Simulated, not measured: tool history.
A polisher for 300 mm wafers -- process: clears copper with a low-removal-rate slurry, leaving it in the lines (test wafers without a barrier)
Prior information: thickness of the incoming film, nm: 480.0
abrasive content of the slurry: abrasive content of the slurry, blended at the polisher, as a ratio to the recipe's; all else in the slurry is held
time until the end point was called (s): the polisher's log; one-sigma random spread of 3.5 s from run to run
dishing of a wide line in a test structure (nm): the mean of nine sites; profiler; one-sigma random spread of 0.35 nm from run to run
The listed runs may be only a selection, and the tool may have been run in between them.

run,hour,flow of slurry (ml/min),pressure of the wafer on the pad (kPa),speed of the pad under the wafer (cm/s),abrasive content of the slurry,overpolish time after the end point (s),time until the end point was called (s),dishing of a wide line in a test structure (nm)
1,0.0,235,17.2,134,1.00,23,166.56,41.582
2,8.3,285,17.2,134,1.00,23,159.95,42.209
3,14.4,285,17.2,134,1.10,23,154.83,42.853
4,17.2,230,17.2,134,1.10,23,160.09,41.954
5,25.8,230,17.2,134,1.25,23,159.08,43.003
6,32.7,230,17.2,134,1.25,33,157.69,56.839

What does the tool deliver on the next run?
7,38.0,240,15.9,134,1.25,30,?,?

Run 7 measured time until the end point was called (s) 171.62, dishing of a wide line in a test structure (nm) 49.220.
